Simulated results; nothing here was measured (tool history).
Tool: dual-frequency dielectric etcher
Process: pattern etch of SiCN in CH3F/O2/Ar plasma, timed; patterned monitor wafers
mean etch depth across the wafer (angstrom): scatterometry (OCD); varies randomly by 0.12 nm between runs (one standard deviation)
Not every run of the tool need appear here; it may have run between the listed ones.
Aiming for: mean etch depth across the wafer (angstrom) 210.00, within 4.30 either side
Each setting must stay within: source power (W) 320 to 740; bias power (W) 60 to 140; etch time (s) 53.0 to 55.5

run  hour  source power (W)  bias power (W)  etch time (s)  mean etch depth across the wafer (angstrom)
  1   0.0               530             100           53.0                                       266.88
  2   2.4               530             100           55.5                                       279.37
  3   6.0               510              96           55.5                                       268.05
  4  11.6               510              96           55.5                                       270.12
  5  15.0               490              94           55.5                                       256.38
     17.3  -- source power generator calibrated
  6  17.3               470              94           55.5                                       245.99
  7  25.7               460              94           55.5                                       241.70
  8  26.5               450              94           55.5                                       234.66
  9  31.3               440              94           55.5                                       235.96
 10  34.8               430              94           55.5                                       230.86
 11  41.5               330              90           55.5                                       182.57

Which single option among these 5 for the next run brings every result within its allowed miss of target? Just one does.
  A  48.2               360              95           55.0                                            ?
  B  48.2               330             116           55.5                                            ?
  C  48.2               330             106           55.0                                            ?
  D  48.2               380             100           55.5                                            ?
  E  48.2               340              76           55.5                                            ?

move  mean etch depth across the wafer (angstrom)
   A                                       201.56
   B                                       208.52
   C                                       197.56
   D                                       217.78
   E                                       172.90
A: moves toward the targets from the last run without getting all of them in spec
B: all results in spec
C: moves toward the targets from the last run without getting all of them in spec
D: pushes the last run's worst result past its target
E: its largest miss is bigger than the last run's
Correct choice: B, which meets every target

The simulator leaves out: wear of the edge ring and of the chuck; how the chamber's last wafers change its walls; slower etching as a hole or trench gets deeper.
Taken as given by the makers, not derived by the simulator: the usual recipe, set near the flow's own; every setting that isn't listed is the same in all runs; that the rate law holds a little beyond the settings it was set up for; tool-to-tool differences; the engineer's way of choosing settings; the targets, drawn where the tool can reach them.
